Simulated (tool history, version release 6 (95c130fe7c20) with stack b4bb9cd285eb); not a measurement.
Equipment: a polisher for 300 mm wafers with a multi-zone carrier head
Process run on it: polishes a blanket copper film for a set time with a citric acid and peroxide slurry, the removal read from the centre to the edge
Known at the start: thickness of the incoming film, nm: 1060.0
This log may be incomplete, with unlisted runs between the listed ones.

run  hour  flow of slurry (ml/min)  pressure of the head's centre zone  pressure of the head's middle zone  pressure of the head's edge zone  abrasive content of the slurry  polishing time (s)  film removed at the wafer's centre (Å)  film removed at mid-radius (Å)  film removed at the wafer's edge (Å)
  1   0.0                      300                                1.00                                1.00                              1.00                             1.0                  87                                  1569.1                          1522.8                                1597.0
  2   1.1                      300                                1.00                                0.95                              1.00                             1.0                  87                                  1566.3                          1467.8                                1576.3
  3   8.5                      255                                1.00                                0.95                              1.00                             1.0                  87                                  1539.7                          1446.3                                1561.4
  4  10.7                      255                                1.00                                0.95                              1.00                             1.0                  71                                  1284.2                          1173.8                                1268.2
  5  19.2                      260                                1.01                                0.95                              1.02                             1.0                  71                                  1299.9                          1179.1                                1301.1
  6  26.3                      260                                1.07                                0.95                              1.02                             1.0                  71                                  1361.4                          1179.2                                1273.6
  7  32.2                      265                                1.07                                0.95                              1.03                             1.0                  71                                  1374.6                          1153.5                                1287.9

Expected results for the next run?
  8  38.5                      270                                1.07                                0.96                              1.04                             1.0                  71                                       ?                               ?                                     ?

film removed at the wafer's centre (Å): 1366.8
film removed at mid-radius (Å): 1194.1
film removed at the wafer's edge (Å): 1299.7
